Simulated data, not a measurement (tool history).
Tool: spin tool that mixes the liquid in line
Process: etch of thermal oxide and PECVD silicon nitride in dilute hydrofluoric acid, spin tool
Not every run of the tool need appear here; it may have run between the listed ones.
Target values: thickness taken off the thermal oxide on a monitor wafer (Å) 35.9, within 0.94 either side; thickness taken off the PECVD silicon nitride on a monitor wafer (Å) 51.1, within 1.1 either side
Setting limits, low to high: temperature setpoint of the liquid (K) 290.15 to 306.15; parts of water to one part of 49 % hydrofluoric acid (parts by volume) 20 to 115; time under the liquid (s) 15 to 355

run    day  temperature setpoint of the liquid (K)  parts of water to one part of 49 % hydrofluoric acid (parts by volume)  time under the liquid (s)  thickness taken off the thermal oxide on a monitor wafer (Å)  thickness taken off the PECVD silicon nitride on a monitor wafer (Å)
  1      0                                  298.15                                                                      65                        180                                                        127.47                                                                159.31
  2  0.117                                  298.15                                                                      80                        155                                                        86.804                                                                111.63
  3  0.158                                  298.15                                                                      90                        135                                                        65.588                                                                86.614
  4  0.354                                  298.15                                                                     110                        135                                                        52.912                                                                71.041
  5  0.517                                  299.65                                                                     110                        135                                                         55.42                                                                79.044
  6  0.629                                  299.65                                                                     110                        160                                                        65.693                                                                92.512
  7  0.921                                  299.15                                                                     110                        135                                                        54.834                                                                76.296
  8  1.096                                  299.15                                                                     110                        115                                                        46.046                                                                64.609
  9  1.325                                  299.15                                                                     110                        105                                                        42.228                                                                58.899
 10  1.629                                  299.15                                                                     110                        100                                                        41.006                                                                55.952
 11  1.883                                  299.65                                                                     110                         95                                                        38.677                                                                54.509
 12  2.092                                  299.65                                                                     115                         95                                                        37.983                                                                53.027

Which one of the following 5 next-run settings gets every result inside its allowed miss? There is exactly one.
  A  2.3                                  302.15                                                                     115                         85                                                             ?                                                                     ?
  B  2.3                                  300.65                                                                     100                         75                                                             ?                                                                     ?
  C  2.3                                  297.65                                                                     110                        110                                                             ?                                                                     ?
  D  2.3                                  302.15                                                                     110                         80                                                             ?                                                                     ?
  E  2.3                                  295.15                                                                     115                        120                                                             ?                                                                     ?

move  thickness taken off the thermal oxide on a monitor wafer (Å)  thickness taken off the PECVD silicon nitride on a monitor wafer (Å)
   A                                                        36.685                                                                55.611
   B                                                        35.883                                                                51.318
   C                                                        42.053                                                                56.388
   D                                                        36.341                                                                54.731
   E                                                        39.517                                                                49.928
A: meets the target for the result that was furthest off, but another lies outside its allowed miss
B: each result inside its tolerance
C: its largest miss is bigger than the last run's
D: meets the target for the result that was furthest off, but another lies outside its allowed miss
E: its largest miss is bigger than the last run's
Go with B: it meets all targets.
